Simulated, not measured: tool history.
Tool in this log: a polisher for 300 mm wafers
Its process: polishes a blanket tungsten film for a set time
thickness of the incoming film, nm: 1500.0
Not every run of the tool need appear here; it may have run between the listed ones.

run    day  flow of slurry (ml/min)  pressure of the wafer on the pad (kPa)  speed of the pad under the wafer (cm/s)  abrasive content of the slurry  polishing time (s)  film removed (angstrom)
  1      0                      180                                    17.9                                       92                               1                  64                   1756.1
  2  0.275                      180                                    17.9                                       92                               1                  64                   1754.7
  3  0.371                      180                                    17.9                                       92                               1                  64                   1735.8
  4  0.679                      180                                    15.2                                       92                               1                  64                     1594
  5  1.012                      180                                    12.4                                       92                               1                  64                     1458
  6  1.371                      145                                    12.4                                       92                               1                  64                     1385
  7  1.579                      145                                      11                                       86                               1                  64                   1206.4

Run 8, settings as shown, results not yet in. Your forecast:
  8  1.858                      140                                    10.3                                       84                               1                  64                        ?

film removed (angstrom): 1139.9

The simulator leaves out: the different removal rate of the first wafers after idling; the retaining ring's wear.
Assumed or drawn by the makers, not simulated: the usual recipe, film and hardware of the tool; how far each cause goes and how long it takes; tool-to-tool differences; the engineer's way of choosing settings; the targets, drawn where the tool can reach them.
